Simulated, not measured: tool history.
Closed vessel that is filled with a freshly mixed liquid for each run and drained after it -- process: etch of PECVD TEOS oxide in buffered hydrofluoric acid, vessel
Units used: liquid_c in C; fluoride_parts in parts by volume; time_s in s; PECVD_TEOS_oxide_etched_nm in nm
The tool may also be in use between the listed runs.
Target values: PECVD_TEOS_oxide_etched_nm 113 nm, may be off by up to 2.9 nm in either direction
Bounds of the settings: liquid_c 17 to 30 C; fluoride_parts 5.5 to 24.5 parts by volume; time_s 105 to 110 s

Run 1, hour 0: liquid_c 22 C, fluoride_parts 15 parts by volume, time_s 105 s. Result: PECVD_TEOS_oxide_etched_nm 141.55 nm.
Run 2, hour 4.1: liquid_c 22 C, fluoride_parts 15 parts by volume, time_s 105 s. Result: PECVD_TEOS_oxide_etched_nm 142.68 nm.
Run 3, hour 8.5: liquid_c 24 C, fluoride_parts 15 parts by volume, time_s 105 s. Result: PECVD_TEOS_oxide_etched_nm 158.95 nm.
Run 4, hour 10: liquid_c 23 C, fluoride_parts 15 parts by volume, time_s 105 s. Result: PECVD_TEOS_oxide_etched_nm 150.51 nm.
Run 5, hour 12.2: liquid_c 20 C, fluoride_parts 15 parts by volume, time_s 105 s. Result: PECVD_TEOS_oxide_etched_nm 128.54 nm.
Run 6, hour 15.9: liquid_c 23.5 C, fluoride_parts 15 parts by volume, time_s 105 s. Result: PECVD_TEOS_oxide_etched_nm 156.26 nm.
Run 7, hour 24.3: liquid_c 22.5 C, fluoride_parts 15 parts by volume, time_s 105 s. Result: PECVD_TEOS_oxide_etched_nm 146.9 nm.
Run 8, hour 30.2: liquid_c 21.5 C, fluoride_parts 15 parts by volume, time_s 105 s. Result: PECVD_TEOS_oxide_etched_nm 138.51 nm.
Run 9, hour 33: liquid_c 21 C, fluoride_parts 15 parts by volume, time_s 105 s. Result: PECVD_TEOS_oxide_etched_nm 136.39 nm.
Run 10, hour 36: liquid_c 20.5 C, fluoride_parts 15 parts by volume, time_s 105 s. Result: PECVD_TEOS_oxide_etched_nm 131.39 nm.
Run 11, hour 39: liquid_c 20 C, fluoride_parts 15 parts by volume, time_s 105 s. Result: PECVD_TEOS_oxide_etched_nm 127.26 nm.
Run 12, hour 45.3: liquid_c 19.5 C, fluoride_parts 15 parts by volume, time_s 105 s. Result: PECVD_TEOS_oxide_etched_nm 123.74 nm.
Run 13, hour 47.6: liquid_c 19 C, fluoride_parts 15 parts by volume, time_s 105 s. Result: PECVD_TEOS_oxide_etched_nm 121.33 nm.
Run 14, hour 48.7: liquid_c 19 C, fluoride_parts 15 parts by volume, time_s 105 s. Result: PECVD_TEOS_oxide_etched_nm 122.08 nm.
Run 15, hour 55.1: liquid_c 18.5 C, fluoride_parts 15 parts by volume, time_s 105 s. Result: PECVD_TEOS_oxide_etched_nm 118.47 nm.

4 candidate next runs follow, results not yet known. Just one meets every target within its allowed miss. Identify it.
Run A, hour 61.5: liquid_c 17 C, fluoride_parts 13.5 parts by volume, time_s 105 s. Result: PECVD_TEOS_oxide_etched_nm ?.
Run B, hour 61.5: liquid_c 18.5 C, fluoride_parts 15.5 parts by volume, time_s 105 s. Result: PECVD_TEOS_oxide_etched_nm ?.
Run C, hour 61.5: liquid_c 17.5 C, fluoride_parts 14.5 parts by volume, time_s 110 s. Result: PECVD_TEOS_oxide_etched_nm ?.
Run D, hour 61.5: liquid_c 22 C, fluoride_parts 17 parts by volume, time_s 105 s. Result: PECVD_TEOS_oxide_etched_nm ?.

move  PECVD_TEOS_oxide_etched_nm
   A                      117.94
   B                      112.13
   C                      118.51
   D                      124.54
A: better than the last run, though not everything is in spec
B: every result within its allowed miss
C: just as far off the targets as the last run
D: moves away from the targets compared with the last run
The move that meets every target is B.
